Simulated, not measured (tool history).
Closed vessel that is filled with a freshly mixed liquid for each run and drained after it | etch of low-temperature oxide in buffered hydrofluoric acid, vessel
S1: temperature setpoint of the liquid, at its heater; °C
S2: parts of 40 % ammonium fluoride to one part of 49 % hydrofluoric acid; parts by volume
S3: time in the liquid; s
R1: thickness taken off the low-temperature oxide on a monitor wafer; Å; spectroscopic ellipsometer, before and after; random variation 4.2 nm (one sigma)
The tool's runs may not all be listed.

Run 1, hour 0: S1 24 °C, S2 15 parts by volume, S3 95 s. Result: R1 4705.2 Å.
Run 2, hour 2.2: S1 25.5 °C, S2 14 parts by volume, S3 95 s. Result: R1 5412.7 Å.
Run 3, hour 8.7: S1 27 °C, S2 13 parts by volume, S3 95 s. Result: R1 6298.4 Å.
Run 4, hour 9.8: S1 27 °C, S2 13 parts by volume, S3 100 s. Result: R1 6623.9 Å.
Run 5, hour 18.6: S1 28 °C, S2 12.5 parts by volume, S3 100 s. Result: R1 7271.3 Å.
Run 6, hour 25.3: S1 28 °C, S2 9 parts by volume, S3 100 s. Result: R1 9633.2 Å.
Run 7, hour 31.4: S1 28.5 °C, S2 9 parts by volume, S3 100 s. Result: R1 9940.4 Å.

The next listed run, before its measurement:
At hour 37: thermometer replaced.
Run 8, hour 37: S1 29 °C, S2 9 parts by volume, S3 100 s. Result: R1 ?.

{"run 8": {"R1": 9484.8}}
